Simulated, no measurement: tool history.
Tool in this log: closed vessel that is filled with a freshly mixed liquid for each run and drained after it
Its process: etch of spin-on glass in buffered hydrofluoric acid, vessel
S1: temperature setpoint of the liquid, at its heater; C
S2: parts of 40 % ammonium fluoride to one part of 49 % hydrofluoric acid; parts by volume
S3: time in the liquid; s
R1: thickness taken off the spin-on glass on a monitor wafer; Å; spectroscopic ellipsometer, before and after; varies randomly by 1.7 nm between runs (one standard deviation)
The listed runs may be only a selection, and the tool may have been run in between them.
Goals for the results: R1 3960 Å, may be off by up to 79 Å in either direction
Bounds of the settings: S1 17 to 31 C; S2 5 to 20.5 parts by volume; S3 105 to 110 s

Run 1, hour 0: S1 23 C, S2 12.5 parts by volume, S3 105 s. Result: R1 2814.6 Å.
Run 2, hour 3.4: S1 21.5 C, S2 12.5 parts by volume, S3 105 s. Result: R1 2573.4 Å.
Run 3, hour 8.3: S1 22.5 C, S2 12.5 parts by volume, S3 105 s. Result: R1 2736.8 Å.
Run 4, hour 12.2: S1 22.5 C, S2 12.5 parts by volume, S3 105 s. Result: R1 2720.6 Å.
Run 5, hour 14.9: S1 22.5 C, S2 12.5 parts by volume, S3 105 s. Result: R1 2733 Å.
Run 6, hour 23.5: S1 20.5 C, S2 12.5 parts by volume, S3 105 s. Result: R1 2460.8 Å.
Run 7, hour 32.7: S1 22 C, S2 12.5 parts by volume, S3 105 s. Result: R1 2643.7 Å.
Run 8, hour 37.5: S1 26 C, S2 12.5 parts by volume, S3 105 s. Result: R1 3335 Å.
Run 9, hour 44.4: S1 26.5 C, S2 12.5 parts by volume, S3 105 s. Result: R1 3404.7 Å.
Run 10, hour 49.3: S1 27 C, S2 12.5 parts by volume, S3 105 s. Result: R1 3506 Å.
Run 11, hour 55.7: S1 27.5 C, S2 12.5 parts by volume, S3 105 s. Result: R1 3584.7 Å.
Run 12, hour 64.7: S1 28 C, S2 12.5 parts by volume, S3 105 s. Result: R1 3675.8 Å.

Which of these 5 next moves meets every target?
Run A, hour 73.7: S1 28 C, S2 11.5 parts by volume, S3 110 s. Result: R1 ?.
Run B, hour 73.7: S1 31 C, S2 13 parts by volume, S3 105 s. Result: R1 ?.
Run C, hour 73.7: S1 27 C, S2 11.5 parts by volume, S3 110 s. Result: R1 ?.
Run D, hour 73.7: S1 30 C, S2 12.5 parts by volume, S3 105 s. Result: R1 ?.
Run E, hour 73.7: S1 29 C, S2 14.5 parts by volume, S3 105 s. Result: R1 ?.

move      R1
   A  4161.6
   B  4127.6
   C  3945.5
   D  4070.1
   E  3339.3
A: moves the result that the last run missed by most past its target, out the other side
B: moves the result that the last run missed by most past its target, out the other side
C: each result inside its tolerance
D: moves the result that the last run missed by most past its target, out the other side
E: the biggest miss grows against the last run
Move C is the one to make.

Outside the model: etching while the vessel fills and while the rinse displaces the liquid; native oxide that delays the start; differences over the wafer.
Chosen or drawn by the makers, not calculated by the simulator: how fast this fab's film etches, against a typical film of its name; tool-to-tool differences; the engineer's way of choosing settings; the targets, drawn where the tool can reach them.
